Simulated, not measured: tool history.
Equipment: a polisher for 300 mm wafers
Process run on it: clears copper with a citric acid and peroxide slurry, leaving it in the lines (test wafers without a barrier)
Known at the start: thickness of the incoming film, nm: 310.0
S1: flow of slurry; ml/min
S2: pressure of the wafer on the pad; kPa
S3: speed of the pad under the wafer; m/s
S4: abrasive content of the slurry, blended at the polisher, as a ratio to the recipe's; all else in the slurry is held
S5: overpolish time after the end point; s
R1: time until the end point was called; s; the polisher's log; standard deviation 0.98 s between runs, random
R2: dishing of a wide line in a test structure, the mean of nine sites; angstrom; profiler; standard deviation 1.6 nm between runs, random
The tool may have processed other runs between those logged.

| run | hour | S1 | S2 | S3 | S4 | S5 | R1 | R2 |
|---|---|---|---|---|---|---|---|---|
| 1 | 0 | 220 | 24.1 | 0.92 | 1 | 20 | 127.53 | 359.07 |
| 2 | 1.9 | 250 | 24.1 | 0.92 | 1 | 20 | 125.32 | 366.42 |
| 3 | 8.6 | 250 | 26.2 | 0.94 | 1 | 20 | 110.65 | 406.23 |
| 4 | 17.3 | 250 | 26.2 | 0.94 | 1.1 | 20 | 112.37 | 407.82 |
| 5 | 18.5 | 210 | 26.2 | 0.94 | 1.1 | 20 | 115.59 | 397.05 |
| 6 | 24.3 | 255 | 26.2 | 0.94 | 1.1 | 20 | 113.15 | 416.99 |
| 7 | 29.3 | 260 | 33.1 | 1.02 | 1.1 | 22 | 83.487 | 576.42 |

What does the tool deliver on the next run?
| 8 | 36.5 | 260 | 33.8 | 1.04 | 1.1 | 22 | ? | ? |

R1: 81.736 s
R2: 607.86 angstrom
